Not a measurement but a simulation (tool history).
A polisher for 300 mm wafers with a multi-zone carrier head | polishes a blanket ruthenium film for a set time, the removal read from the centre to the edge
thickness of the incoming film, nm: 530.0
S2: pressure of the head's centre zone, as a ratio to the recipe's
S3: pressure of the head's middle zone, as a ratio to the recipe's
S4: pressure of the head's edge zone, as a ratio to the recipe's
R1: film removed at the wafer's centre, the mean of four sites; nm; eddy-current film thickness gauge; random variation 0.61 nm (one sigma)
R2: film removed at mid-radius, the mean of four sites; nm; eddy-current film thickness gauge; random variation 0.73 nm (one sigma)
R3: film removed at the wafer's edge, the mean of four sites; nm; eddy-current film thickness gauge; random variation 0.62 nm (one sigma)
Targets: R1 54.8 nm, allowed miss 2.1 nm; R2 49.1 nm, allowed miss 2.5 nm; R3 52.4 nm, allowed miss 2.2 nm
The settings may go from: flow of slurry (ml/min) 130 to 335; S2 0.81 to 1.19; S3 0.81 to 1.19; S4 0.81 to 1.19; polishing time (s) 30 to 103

{"run": 1, "hour": 0.0, "flow of slurry (ml/min)": 215, "S2": 1, "S3": 1, "S4": 1, "polishing time (s)": 66, "R1": 89.363, "R2": 87.897, "R3": 90.165}
{"run": 2, "hour": 1.8, "flow of slurry (ml/min)": 215, "S2": 1, "S3": 1, "S4": 1, "polishing time (s)": 60, "R1": 81.951, "R2": 81.461, "R3": 79.635}
{"run": 3, "hour": 3.0, "flow of slurry (ml/min)": 215, "S2": 1, "S3": 1.05, "S4": 1, "polishing time (s)": 60, "R1": 81.81, "R2": 83.418, "R3": 81.075}
{"run": 4, "hour": 5.1, "flow of slurry (ml/min)": 215, "S2": 1, "S3": 1.05, "S4": 1, "polishing time (s)": 72, "R1": 98.962, "R2": 102.74, "R3": 97.467}
{"run": 5, "hour": 11.5, "flow of slurry (ml/min)": 215, "S2": 1, "S3": 1.05, "S4": 1.06, "polishing time (s)": 72, "R1": 98.056, "R2": 100.67, "R3": 100.13}
{"run": 6, "hour": 17.8, "flow of slurry (ml/min)": 215, "S2": 1.01, "S3": 1.02, "S4": 1.04, "polishing time (s)": 62, "R1": 87.435, "R2": 86.011, "R3": 85.196}
{"run": 7, "hour": 24.2, "flow of slurry (ml/min)": 215, "S2": 1, "S3": 0.98, "S4": 1.02, "polishing time (s)": 55, "R1": 77.409, "R2": 72.272, "R3": 75.616}
{"run": 8, "hour": 32.2, "flow of slurry (ml/min)": 215, "S2": 0.99, "S3": 0.97, "S4": 1, "polishing time (s)": 50, "R1": 68.822, "R2": 65.473, "R3": 67.824}
{"run": 9, "hour": 37.5, "flow of slurry (ml/min)": 215, "S2": 0.99, "S3": 0.95, "S4": 0.97, "polishing time (s)": 47, "R1": 63.413, "R2": 61.382, "R3": 62.66}
{"run": 10, "hour": 39.2, "flow of slurry (ml/min)": 210, "S2": 1, "S3": 0.92, "S4": 0.95, "polishing time (s)": 45, "R1": 61.108, "R2": 57.721, "R3": 59.306}
{"run": 11, "hour": 47.9, "flow of slurry (ml/min)": 205, "S2": 1, "S3": 0.9, "S4": 0.94, "polishing time (s)": 44, "R1": 59.025, "R2": 54.463, "R3": 57.203}
{"run": 12, "hour": 54.6, "flow of slurry (ml/min)": 195, "S2": 1, "S3": 0.89, "S4": 0.93, "polishing time (s)": 44, "R1": 59.032, "R2": 53.877, "R3": 57.272}
{"run": 13, "hour": 61.1, "flow of slurry (ml/min)": 195, "S2": 1, "S3": 0.88, "S4": 0.91, "polishing time (s)": 44, "R1": 59.023, "R2": 53.492, "R3": 55.246}
{"run": 14, "hour": 68.5, "flow of slurry (ml/min)": 190, "S2": 0.99, "S3": 0.87, "S4": 0.9, "polishing time (s)": 44, "R1": 58.315, "R2": 53.776, "R3": 56.205}
{"run": 15, "hour": 72.7, "flow of slurry (ml/min)": 190, "S2": 0.99, "S3": 0.86, "S4": 0.89, "polishing time (s)": 43, "R1": 57.322, "R2": 50.237, "R3": 54.581}

5 next moves are on the table. One of them brings every result within its allowed miss. Which?
{"run": "A", "hour": 76.9, "flow of slurry (ml/min)": 180, "S2": 1, "S3": 0.82, "S4": 0.91, "polishing time (s)": 47, "R1": "?", "R2": "?", "R3": "?"}
{"run": "B", "hour": 76.9, "flow of slurry (ml/min)": 200, "S2": 0.99, "S3": 0.84, "S4": 0.93, "polishing time (s)": 44, "R1": "?", "R2": "?", "R3": "?"}
{"run": "C", "hour": 76.9, "flow of slurry (ml/min)": 190, "S2": 1.06, "S3": 0.88, "S4": 0.82, "polishing time (s)": 42, "R1": "?", "R2": "?", "R3": "?"}
{"run": "D", "hour": 76.9, "flow of slurry (ml/min)": 195, "S2": 1.02, "S3": 0.91, "S4": 0.95, "polishing time (s)": 40, "R1": "?", "R2": "?", "R3": "?"}
{"run": "E", "hour": 76.9, "flow of slurry (ml/min)": 180, "S2": 1.01, "S3": 0.9, "S4": 0.85, "polishing time (s)": 44, "R1": "?", "R2": "?", "R3": "?"}

move=A R1=63.298 R2=50.326 R3=60.342
move=B R1=59.92 R2=48.928 R3=57.808
move=C R1=60.341 R2=48.107 R3=51.774
move=D R1=55.754 R2=47.315 R3=52.868
move=E R1=59.834 R2=50.867 R3=54.709
A: further off than the last run
B: further off than the last run
C: further off than the last run
D: meets every target
E: further off than the last run
Move D is the one to make.

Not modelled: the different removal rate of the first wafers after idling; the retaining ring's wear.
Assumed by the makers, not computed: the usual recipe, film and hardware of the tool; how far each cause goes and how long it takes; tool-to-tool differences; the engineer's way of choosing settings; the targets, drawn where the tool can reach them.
